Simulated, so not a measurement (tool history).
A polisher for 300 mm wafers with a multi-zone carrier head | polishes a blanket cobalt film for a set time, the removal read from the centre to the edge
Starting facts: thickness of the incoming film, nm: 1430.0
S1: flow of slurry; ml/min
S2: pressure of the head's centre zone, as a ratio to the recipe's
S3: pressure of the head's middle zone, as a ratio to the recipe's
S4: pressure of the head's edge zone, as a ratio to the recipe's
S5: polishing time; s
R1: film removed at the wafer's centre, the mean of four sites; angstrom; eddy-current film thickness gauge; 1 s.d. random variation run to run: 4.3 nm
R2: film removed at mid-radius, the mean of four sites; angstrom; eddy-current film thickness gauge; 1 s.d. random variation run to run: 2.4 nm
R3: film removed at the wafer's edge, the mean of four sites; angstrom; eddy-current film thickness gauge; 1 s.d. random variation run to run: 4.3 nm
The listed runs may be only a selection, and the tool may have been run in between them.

run	day	S1	S2	S3	S4	S5	R1	R2	R3
1	0	250	1	1	1	64	4071.5	4038.9	4143.9
2	0.188	250	1	0.94	1	64	3994.5	3877.8	4024.8
3	0.496	245	1	0.93	0.99	64	4045.4	3815.3	4125.9
4	0.779	250	1	0.94	0.98	63	4018.1	3725	4077.3
5	0.975	245	1.01	0.95	0.99	62	3936.6	3767.6	3967.5
6	1.267	245	0.93	0.95	0.99	62	3653	3744.5	3837.7
7	1.367	245	0.93	0.95	0.97	62	3606.7	3742	3915.4

Run 8, settings as shown, results not yet in. Your forecast:
8	1.708	245	0.94	0.95	0.98	61	?	?	?

For run 8 the tool returned R1 3602.6 angstrom, R2 3679.1 angstrom, R3 3853.8 angstrom.

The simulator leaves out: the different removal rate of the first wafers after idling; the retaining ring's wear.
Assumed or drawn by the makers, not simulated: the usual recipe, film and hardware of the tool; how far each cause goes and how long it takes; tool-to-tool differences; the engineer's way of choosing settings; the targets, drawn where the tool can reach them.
